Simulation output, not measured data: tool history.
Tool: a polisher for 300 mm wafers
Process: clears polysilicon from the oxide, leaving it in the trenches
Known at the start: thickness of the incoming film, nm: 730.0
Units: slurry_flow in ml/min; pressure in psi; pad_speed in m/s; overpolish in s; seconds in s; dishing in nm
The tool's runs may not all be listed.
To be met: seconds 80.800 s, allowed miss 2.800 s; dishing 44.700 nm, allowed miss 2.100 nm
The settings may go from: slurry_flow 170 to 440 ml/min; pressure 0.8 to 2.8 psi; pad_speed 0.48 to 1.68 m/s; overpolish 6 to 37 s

Run 1, hour 0.0: slurry_flow 280 ml/min, pressure 1.8 psi, pad_speed 1.08 m/s, overpolish 19 s. Result: seconds 74.241 s, dishing 58.846 nm.
Run 2, hour 8.2: slurry_flow 280 ml/min, pressure 1.8 psi, pad_speed 1.08 m/s, overpolish 16 s. Result: seconds 75.468 s, dishing 55.975 nm.
Run 3, hour 14.1: slurry_flow 280 ml/min, pressure 2.0 psi, pad_speed 1.08 m/s, overpolish 16 s. Result: seconds 67.498 s, dishing 57.496 nm.
Run 4, hour 22.8: slurry_flow 280 ml/min, pressure 1.9 psi, pad_speed 1.08 m/s, overpolish 14 s. Result: seconds 68.759 s, dishing 54.684 nm.
Run 5, hour 28.0: slurry_flow 280 ml/min, pressure 1.8 psi, pad_speed 1.08 m/s, overpolish 12 s. Result: seconds 74.272 s, dishing 53.366 nm.
Run 6, hour 35.9: slurry_flow 280 ml/min, pressure 1.8 psi, pad_speed 1.08 m/s, overpolish 11 s. Result: seconds 74.185 s, dishing 50.736 nm.
Run 7, hour 38.9: slurry_flow 280 ml/min, pressure 1.8 psi, pad_speed 1.08 m/s, overpolish 11 s. Result: seconds 73.635 s, dishing 50.698 nm.
Run 8, hour 40.5: slurry_flow 280 ml/min, pressure 1.8 psi, pad_speed 1.08 m/s, overpolish 11 s. Result: seconds 75.135 s, dishing 49.757 nm.
Run 9, hour 49.1: slurry_flow 280 ml/min, pressure 1.6 psi, pad_speed 1.08 m/s, overpolish 6 s. Result: seconds 83.024 s, dishing 34.811 nm.

Which of these 5 next moves meets every target?
Run A, hour 57.7: slurry_flow 250 ml/min, pressure 1.7 psi, pad_speed 1.06 m/s, overpolish 11 s. Result: seconds ?, dishing ?.
Run B, hour 57.7: slurry_flow 265 ml/min, pressure 1.8 psi, pad_speed 0.98 m/s, overpolish 7 s. Result: seconds ?, dishing ?.
Run C, hour 57.7: slurry_flow 215 ml/min, pressure 1.6 psi, pad_speed 1.14 m/s, overpolish 9 s. Result: seconds ?, dishing ?.
Run D, hour 57.7: slurry_flow 380 ml/min, pressure 1.8 psi, pad_speed 0.84 m/s, overpolish 8 s. Result: seconds ?, dishing ?.
Run E, hour 57.7: slurry_flow 335 ml/min, pressure 1.7 psi, pad_speed 0.90 m/s, overpolish 10 s. Result: seconds ?, dishing ?.

move  seconds  dishing
   A   80.422   49.132
   B   80.603   39.158
   C   81.874   44.481
   D   88.260   40.134
   E   89.194   44.916
A: takes the result that was furthest off past its target
B: nearer than the last run, and not there yet
C: meets every target
D: nearer than the last run, and not there yet
E: brings the result that was furthest off to its target, and leaves another outside
Move C is the one to make.
